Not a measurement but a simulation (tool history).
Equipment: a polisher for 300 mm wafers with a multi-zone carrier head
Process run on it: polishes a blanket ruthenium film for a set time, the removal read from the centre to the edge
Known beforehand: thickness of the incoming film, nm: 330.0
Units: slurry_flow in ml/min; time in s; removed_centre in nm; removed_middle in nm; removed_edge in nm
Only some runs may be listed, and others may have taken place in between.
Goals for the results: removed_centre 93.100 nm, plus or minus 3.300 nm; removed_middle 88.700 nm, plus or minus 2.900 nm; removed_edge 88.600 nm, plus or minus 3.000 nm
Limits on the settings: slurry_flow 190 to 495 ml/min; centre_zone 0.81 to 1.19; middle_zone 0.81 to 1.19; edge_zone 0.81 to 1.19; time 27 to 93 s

run	day	slurry_flow	centre_zone	middle_zone	edge_zone	time	removed_centre	removed_middle	removed_edge
1	0.000	320	1.00	1.00	1.00	59	65.747	66.906	67.033
2	0.154	380	1.00	1.00	1.00	59	66.219	66.863	68.428
3	0.362	385	1.02	1.01	1.01	60	69.400	69.322	69.490
4	0.700	435	1.02	1.01	1.01	60	70.689	69.642	69.363
5	0.758	435	1.03	1.01	1.02	61	72.047	70.635	72.233
6	0.983	435	1.03	1.04	1.02	61	71.937	73.602	70.344
7	1.096	435	1.04	1.04	1.03	62	73.832	73.643	72.483
8	1.379	435	1.05	1.04	1.04	63	75.645	73.472	73.739

Which single option among these 5 for the next run brings every result within its allowed miss of target? Just one does.
A	1.662	450	0.92	1.18	1.02	61	?	?	?
B	1.662	465	0.84	1.02	1.06	66	?	?	?
C	1.662	495	1.06	1.02	1.00	76	?	?	?
D	1.662	435	0.87	1.08	1.12	69	?	?	?
E	1.662	495	1.18	1.11	0.84	70	?	?	?

move	removed_centre	removed_middle	removed_edge
A	65.588	82.182	71.173
B	65.084	78.657	78.755
C	94.091	90.780	88.361
D	70.120	85.996	84.344
E	96.206	89.826	74.981
A: misses by more than the last run did
B: misses by more than the last run did
C: all results in spec
D: misses by more than the last run did
E: puts the biggest miss on target and leaves a different result outside tolerance
Go with C: it meets all targets.
